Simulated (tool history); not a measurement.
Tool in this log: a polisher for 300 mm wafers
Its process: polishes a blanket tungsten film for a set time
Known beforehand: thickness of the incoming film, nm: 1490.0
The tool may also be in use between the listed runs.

run,hour,flow of slurry (ml/min),pressure of the wafer on the pad (kPa),speed of the pad under the wafer (cm/s),abrasive content of the slurry,polishing time (s),film removed (angstrom)
1,0,275,27.6,130,1,18,1103.4
2,7.4,275,25.5,128,1,18,1005.9
3,11.2,275,25.5,154,1,18,1220.1
4,17.7,275,20,154,1,18,957.87
5,24.2,240,20,154,1,18,948.81
6,24.8,240,19.3,150,1,18,886.14

Estimate the outcome of run 7 from the log above:
7,29.5,235,12.4,122,1,18,?

film removed (angstrom): 481.35
